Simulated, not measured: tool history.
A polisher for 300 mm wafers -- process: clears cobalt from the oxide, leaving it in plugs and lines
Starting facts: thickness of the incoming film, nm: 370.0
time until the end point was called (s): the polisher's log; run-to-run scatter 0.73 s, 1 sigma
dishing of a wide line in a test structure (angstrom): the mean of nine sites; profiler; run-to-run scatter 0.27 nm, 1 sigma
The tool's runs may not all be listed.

run,day,flow of slurry (ml/min),pressure of the wafer on the pad (kPa),speed of the pad under the wafer (m/s),overpolish time after the end point (s),time until the end point was called (s),dishing of a wide line in a test structure (angstrom)
1,0.000,175,14.5,1.08,10,69.260,383.23
2,0.033,175,14.5,1.08,9,67.787,350.56
3,0.400,175,14.5,1.08,8,69.125,324.54
4,0.546,175,14.5,1.08,6,68.410,259.72
5,0.675,175,16.5,1.08,6,61.180,291.40
6,0.992,135,16.5,1.08,6,63.323,279.15

Run 7 comes next. What will it give?
7,1.112,140,13.8,1.08,3,?,?

{"run 7": {"time until the end point was called (s)": 74.605, "dishing of a wide line in a test structure (angstrom)": 138.95}}
